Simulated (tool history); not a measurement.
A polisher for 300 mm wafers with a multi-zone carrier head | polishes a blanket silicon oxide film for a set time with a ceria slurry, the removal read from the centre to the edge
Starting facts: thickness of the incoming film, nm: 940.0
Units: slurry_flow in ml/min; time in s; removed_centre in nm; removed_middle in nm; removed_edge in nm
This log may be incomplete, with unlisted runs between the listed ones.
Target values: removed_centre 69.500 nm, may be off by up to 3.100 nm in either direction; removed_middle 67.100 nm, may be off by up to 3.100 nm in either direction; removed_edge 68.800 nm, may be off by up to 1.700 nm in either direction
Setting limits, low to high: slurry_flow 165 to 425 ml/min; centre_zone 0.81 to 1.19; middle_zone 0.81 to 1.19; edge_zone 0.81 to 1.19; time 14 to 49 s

run,day,slurry_flow,centre_zone,middle_zone,edge_zone,time,removed_centre,removed_middle,removed_edge
1,0.000,275,1.00,1.00,1.00,31,131.930,128.940,136.850
2,0.142,240,0.99,0.98,0.94,26,109.070,104.810,111.690
3,0.412,240,0.99,0.98,0.94,33,140.840,134.030,142.070
4,0.633,240,0.99,0.98,1.00,33,139.450,138.740,143.090
5,0.792,240,0.99,0.98,1.00,27,117.270,112.620,118.080
6,0.825,240,0.93,0.98,1.00,27,105.030,112.190,117.250
7,0.954,215,0.94,0.98,0.94,23,90.982,93.179,97.500
8,1.029,215,0.96,0.99,0.84,14,55.918,58.088,56.102
9,1.358,220,0.98,0.99,0.88,14,58.275,57.343,56.792
10,1.525,220,0.98,1.01,0.94,14,57.725,58.063,59.216
11,1.546,230,0.98,1.00,0.94,15,63.184,62.166,62.477
12,1.567,250,0.97,0.99,0.96,15,62.618,63.557,64.134
13,1.675,270,0.98,0.98,0.97,15,63.188,63.905,64.517
14,1.954,280,0.99,0.97,0.98,15,63.837,61.498,65.783
15,2.242,280,1.00,0.99,1.00,15,65.695,63.030,65.582
16,2.417,280,1.00,1.00,1.02,15,65.536,64.776,67.854
17,2.512,280,1.02,1.02,1.02,15,65.714,64.938,66.703

Which one of the following 5 next-run settings gets every result inside its allowed miss? There is exactly one.
A,2.608,250,1.13,1.08,0.98,15,?,?,?
B,2.608,340,1.03,1.04,1.04,15,?,?,?
C,2.608,300,0.86,1.00,1.10,15,?,?,?
D,2.608,305,0.97,1.01,1.07,15,?,?,?
E,2.608,275,1.00,1.11,1.07,14,?,?,?

move,removed_centre,removed_middle,removed_edge
A,74.364,66.229,65.566
B,69.756,65.909,68.911
C,57.490,63.158,70.355
D,65.014,63.747,69.448
E,61.991,63.885,64.287
A: the biggest miss grows against the last run
B: in spec on every target
C: meets the target for the result that was furthest off, but another lies outside its allowed miss
D: meets the target for the result that was furthest off, but another lies outside its allowed miss
E: the biggest miss grows against the last run
B is the move that brings every result within its allowed miss.
